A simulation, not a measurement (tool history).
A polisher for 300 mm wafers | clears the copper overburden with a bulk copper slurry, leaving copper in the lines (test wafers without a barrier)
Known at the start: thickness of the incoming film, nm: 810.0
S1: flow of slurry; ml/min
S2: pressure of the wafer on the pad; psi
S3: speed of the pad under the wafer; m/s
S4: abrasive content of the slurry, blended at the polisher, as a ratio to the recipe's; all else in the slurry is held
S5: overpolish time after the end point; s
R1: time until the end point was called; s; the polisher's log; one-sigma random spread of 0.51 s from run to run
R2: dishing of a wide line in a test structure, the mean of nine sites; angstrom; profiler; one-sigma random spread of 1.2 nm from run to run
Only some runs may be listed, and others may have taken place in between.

run	hour	S1	S2	S3	S4	S5	R1	R2
1	0	225	3.5	1.02	1	19	75.99	691.17
2	2.1	225	3.9	1.02	1	17	69.253	704.17
3	8.1	225	3.2	1.02	1	17	79.638	689.12
4	13.2	190	3.2	1.02	1	17	81.303	661.41
# hour 15.8: worn pad replaced by a new one
5	15.8	190	3.8	1.04	1	16	63.097	706.14
6	24.4	180	3.9	1.04	1	15	62.641	688.97
7	29	245	4.6	1.04	1	13	54.883	711.56
8	30.4	235	4.7	1.04	1	13	53.384	738.7

Run 9 has not been measured yet. What should we expect?
9	32.3	230	4.7	1.04	1	12	?	?

{"run 9": {"R1": 53.207, "R2": 700.22}}

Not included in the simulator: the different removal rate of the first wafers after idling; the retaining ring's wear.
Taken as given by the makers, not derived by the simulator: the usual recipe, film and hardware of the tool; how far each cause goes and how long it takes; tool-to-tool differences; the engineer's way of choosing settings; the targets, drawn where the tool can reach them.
